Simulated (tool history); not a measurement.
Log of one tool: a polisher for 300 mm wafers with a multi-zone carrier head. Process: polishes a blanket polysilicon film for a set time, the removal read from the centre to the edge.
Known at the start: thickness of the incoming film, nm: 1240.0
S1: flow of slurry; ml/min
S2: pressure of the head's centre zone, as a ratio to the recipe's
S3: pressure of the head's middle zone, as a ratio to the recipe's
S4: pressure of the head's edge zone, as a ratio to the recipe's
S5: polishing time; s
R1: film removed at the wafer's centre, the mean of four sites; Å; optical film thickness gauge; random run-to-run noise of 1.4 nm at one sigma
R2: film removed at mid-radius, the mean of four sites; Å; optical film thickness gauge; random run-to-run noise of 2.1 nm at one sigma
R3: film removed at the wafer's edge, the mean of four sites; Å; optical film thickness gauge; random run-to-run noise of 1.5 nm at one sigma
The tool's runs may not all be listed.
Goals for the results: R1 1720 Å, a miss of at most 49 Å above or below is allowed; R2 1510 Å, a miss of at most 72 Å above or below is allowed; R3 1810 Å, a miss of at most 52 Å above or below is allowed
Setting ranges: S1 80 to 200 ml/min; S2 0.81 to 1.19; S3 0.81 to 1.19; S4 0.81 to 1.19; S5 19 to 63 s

run  hour   S1    S2    S3    S4  S5      R1      R2      R3
  1     0  130     1     1     1  41  2316.2  2206.4  2340.4
  2   7.1  130     1     1     1  50  2835.1  2734.1  2870.5
  3  12.3  130     1     1     1  58    3273  3191.2  3268.4
  4  13.4  130     1     1  1.06  58  3265.8  3143.7  3460.3
  5  17.9  120  0.99  0.96  1.03  52  2825.4  2667.8  2962.3
  6  23.4  115  0.98  0.93  1.01  47  2459.9  2360.3  2639.2
     26.7  -- edge zone pressure recalibrated
  7  26.7  115  0.99  0.91  1.01  43    2297  2050.2  2267.9
  8  30.4  110  0.98  0.89  1.02  41  2118.7  1953.2  2177.4
  9  36.3  105  0.98  0.87  1.04  39  1980.1  1823.4  2059.8
 10  38.3  105  0.98  0.87  1.04  39  2003.8  1815.1  2064.4
 11  41.7  100  0.98  0.86  1.05  38  1916.2  1665.2  2036.6
 12  50.1   85  0.94  0.82  0.95  36  1610.9  1432.4  1779.1
 13  50.9   90  0.94  0.82  0.95  36  1688.7  1484.1  1766.9
 14  52.6   90  0.94  0.82  0.96  36  1660.9  1484.9  1777.4
 15  55.4   90  0.94  0.82  0.97  36    1665  1457.4  1815.7

Exercise: of the 4 proposed moves below, exactly one satisfies all targets within the stated allowed misses. Which move is it?
  A  58.2  85  0.95  0.94  0.91  38   ?   ?   ?
  B  58.2  95  0.94  0.81  0.96  36   ?   ?   ?
  C  58.2  80   0.9  0.82  0.97  37   ?   ?   ?
  D  58.2  80   0.9  0.84  0.95  38   ?   ?   ?

move      R1      R2      R3
   A  1757.4  1688.1  1802.3
   B  1726.7  1473.9  1801.7
   C  1572.3  1432.3  1782.3
   D    1615  1500.4    1812
A: gets the furthest-off result to its target, but another result is out of tolerance
B: meets every target
C: its largest miss is bigger than the last run's
D: its largest miss is bigger than the last run's
The right move is B.
